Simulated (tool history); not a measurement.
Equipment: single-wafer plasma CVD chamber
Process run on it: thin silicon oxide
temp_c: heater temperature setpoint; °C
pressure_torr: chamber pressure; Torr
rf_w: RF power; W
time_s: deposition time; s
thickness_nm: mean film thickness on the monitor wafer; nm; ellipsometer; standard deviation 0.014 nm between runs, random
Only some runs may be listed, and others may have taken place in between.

run 1 hour=0 | temp_c=375 pressure_torr=0.688 rf_w=290 time_s=3.57 | thickness_nm=5.6586
run 2 hour=7.6 | temp_c=375 pressure_torr=0.688 rf_w=315 time_s=3.57 | thickness_nm=5.9506
run 3 hour=14.8 | temp_c=375 pressure_torr=0.65 rf_w=315 time_s=3.57 | thickness_nm=5.6187
run 4 hour=17.9 | temp_c=375 pressure_torr=0.567 rf_w=315 time_s=3.57 | thickness_nm=4.9315
run 5 hour=19.8 | temp_c=375 pressure_torr=0.62 rf_w=315 time_s=3.57 | thickness_nm=5.3923
run 6 hour=24.6 | temp_c=384 pressure_torr=0.62 rf_w=315 time_s=3.57 | thickness_nm=5.3744
run 7 hour=28.6 | temp_c=384 pressure_torr=0.528 rf_w=310 time_s=3.57 | thickness_nm=4.5108
run 8 hour=30.2 | temp_c=384 pressure_torr=0.536 rf_w=310 time_s=3.57 | thickness_nm=4.5755

Run 9 is up next; what results do you expect?
run 9 hour=33.8 | temp_c=384 pressure_torr=0.542 rf_w=310 time_s=3.57 | thickness_nm=?

thickness_nm: 4.6105 nm

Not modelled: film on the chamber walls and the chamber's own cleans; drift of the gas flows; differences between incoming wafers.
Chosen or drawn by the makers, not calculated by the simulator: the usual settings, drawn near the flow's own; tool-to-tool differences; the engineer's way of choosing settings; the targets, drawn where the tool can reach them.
